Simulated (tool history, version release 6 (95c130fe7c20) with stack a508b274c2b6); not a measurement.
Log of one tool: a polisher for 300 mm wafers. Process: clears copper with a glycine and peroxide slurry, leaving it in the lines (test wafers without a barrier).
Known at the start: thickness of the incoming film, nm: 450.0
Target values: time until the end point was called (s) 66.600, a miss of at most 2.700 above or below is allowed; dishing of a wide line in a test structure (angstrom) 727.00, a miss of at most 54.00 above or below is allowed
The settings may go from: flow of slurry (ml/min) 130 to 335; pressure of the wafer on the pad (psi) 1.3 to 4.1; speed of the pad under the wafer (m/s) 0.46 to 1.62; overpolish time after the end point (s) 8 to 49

run  hour  flow of slurry (ml/min)  pressure of the wafer on the pad (psi)  speed of the pad under the wafer (m/s)  overpolish time after the end point (s)  time until the end point was called (s)  dishing of a wide line in a test structure (angstrom)
  1   0.0                      215                                     2.7                                    1.04                                       25                                   95.063                                                 719.01
  2   4.3                      215                                     2.7                                    1.04                                       34                                   95.754                                                 891.21
  3  10.5                      215                                     2.7                                    0.88                                       34                                  108.720                                                 817.18
  4  19.2                      215                                     2.9                                    0.88                                       31                                  100.550                                                 764.68
  5  27.4                      215                                     3.4                                    0.88                                       31                                   88.348                                                 831.48
  6  33.9                      215                                     3.5                                    0.90                                       29                                   85.725                                                 857.64
  7  38.2                      215                                     3.6                                    0.92                                       26                                   83.868                                                 800.44
  8  43.7                      215                                     3.7                                    0.94                                       24                                   79.043                                                 789.83
  9  48.2                      215                                     3.8                                    0.96                                       23                                   76.739                                                 812.64
 10  50.4                      215                                     3.8                                    0.98                                       21                                   75.139                                                 778.78
 11  57.1                      215                                     3.8                                    0.98                                       20                                   75.375                                                 725.43
 12  64.8                      215                                     3.8                                    0.98                                       20                                   76.071                                                 711.29

Exactly one of the 4 candidate moves below puts every result within its allowed miss. Which one?
  A  72.5                      265                                     3.8                                    1.10                                       18                                        ?                                                      ?
  B  72.5                      160                                     3.8                                    0.82                                       26                                        ?                                                      ?
  C  72.5                      190                                     3.9                                    1.00                                       21                                        ?                                                      ?
  D  72.5                      205                                     4.0                                    0.80                                       22                                        ?                                                      ?

move  time until the end point was called (s)  dishing of a wide line in a test structure (angstrom)
   A                                   67.996                                                 742.53
   B                                   92.574                                                 781.92
   C                                   75.061                                                 774.47
   D                                   86.690                                                 729.87
A: meets every target
B: further off than the last run
C: an improvement on the last run, though not all results are within tolerance
D: further off than the last run
Move A is the one to make.

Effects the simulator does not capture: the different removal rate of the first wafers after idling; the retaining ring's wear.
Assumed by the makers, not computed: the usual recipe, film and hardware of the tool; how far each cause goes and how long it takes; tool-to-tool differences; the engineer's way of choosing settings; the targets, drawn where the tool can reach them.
